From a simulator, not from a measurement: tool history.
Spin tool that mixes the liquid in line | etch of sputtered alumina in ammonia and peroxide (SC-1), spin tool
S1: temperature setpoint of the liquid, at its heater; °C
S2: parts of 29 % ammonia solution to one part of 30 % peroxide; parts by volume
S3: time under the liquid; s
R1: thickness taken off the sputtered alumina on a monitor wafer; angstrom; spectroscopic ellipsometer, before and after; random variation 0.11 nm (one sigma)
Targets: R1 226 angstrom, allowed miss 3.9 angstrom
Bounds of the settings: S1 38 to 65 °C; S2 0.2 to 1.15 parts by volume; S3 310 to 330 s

run 1 hour=0 | S1=49 S2=0.65 S3=310 | R1=118.06
run 2 hour=3.1 | S1=49 S2=0.65 S3=310 | R1=118.29
run 3 hour=6.2 | S1=46.5 S2=0.65 S3=310 | R1=101.7
run 4 hour=7.9 | S1=50 S2=0.65 S3=310 | R1=125.84
run 5 hour=9.8 | S1=50 S2=0.65 S3=310 | R1=125
run 6 hour=14.5 | S1=52.5 S2=0.65 S3=310 | R1=143.98
run 7 hour=23.2 | S1=54.5 S2=0.65 S3=310 | R1=159.08
run 8 hour=27.6 | S1=56 S2=0.65 S3=310 | R1=172.99
run 9 hour=28.6 | S1=56 S2=0.65 S3=310 | R1=171.78
run 10 hour=33.1 | S1=62 S2=0.65 S3=310 | R1=236.13

5 next moves are on the table. One of them brings every result within its allowed miss. Which?
run A hour=37.6 | S1=60 S2=0.65 S3=315 | R1=?
run B hour=37.6 | S1=62.5 S2=0.6 S3=310 | R1=?
run C hour=37.6 | S1=60.5 S2=0.7 S3=330 | R1=?
run D hour=37.6 | S1=61 S2=0.6 S3=315 | R1=?
run E hour=37.6 | S1=61.5 S2=0.8 S3=310 | R1=?

move=A R1=216.46
move=B R1=240.1
move=C R1=234.28
move=D R1=226.1
move=E R1=234.53
A: takes the result that was furthest off past its target
B: further off than the last run
C: nearer than the last run, and not there yet
D: meets every target
E: nearer than the last run, and not there yet
Move D is the one to make.
